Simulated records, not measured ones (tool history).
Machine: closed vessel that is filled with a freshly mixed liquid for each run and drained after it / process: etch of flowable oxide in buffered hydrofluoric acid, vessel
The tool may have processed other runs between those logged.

run,day,temperature setpoint of the liquid (K),parts of 40 % ammonium fluoride to one part of 49 % hydrofluoric acid (parts by volume),time in the liquid (s),thickness taken off the flowable oxide on a monitor wafer (Å)
1,0.000,294.15,14.0,30,608.88
2,0.312,294.15,14.0,30,612.07
3,0.575,294.15,14.0,30,609.32
4,0.838,296.65,12.5,30,780.05
5,1.096,298.15,11.5,30,914.57
6,1.162,300.65,11.5,30,1059.60
7,1.521,301.15,11.0,30,1131.10

Predict the results of run 8:
8,1.733,302.15,9.0,30,?

thickness taken off the flowable oxide on a monitor wafer (Å): 1396.20
